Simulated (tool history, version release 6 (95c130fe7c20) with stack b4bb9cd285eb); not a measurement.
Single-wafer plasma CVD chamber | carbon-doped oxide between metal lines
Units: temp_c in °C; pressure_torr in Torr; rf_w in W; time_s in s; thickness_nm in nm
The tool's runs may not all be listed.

run,hour,temp_c,pressure_torr,rf_w,time_s,thickness_nm
1,0,345,6.17,415,22.6,95.849
2,7.6,346,6.06,410,22.6,94.89
3,10.5,346,6.06,410,23.3,97.858
4,18.5,347,5.95,405,23.3,96.247
5,21.1,347,5.95,405,22.6,92.882
6,25.9,348,5.86,405,22.6,92.753
7,27.3,349,5.77,405,22.6,92.366
8,30.6,350,5.69,405,22.6,92.261
9,35.4,351,5.63,400,22.6,90.947
10,39.1,352,5.56,400,22.6,89.701
11,44.3,353,5.52,400,22.6,90.152

Run 12 comes next. What will it give?
12,50.5,354,5.46,400,22.6,?

Run 12 gave thickness_nm 89.461 nm.
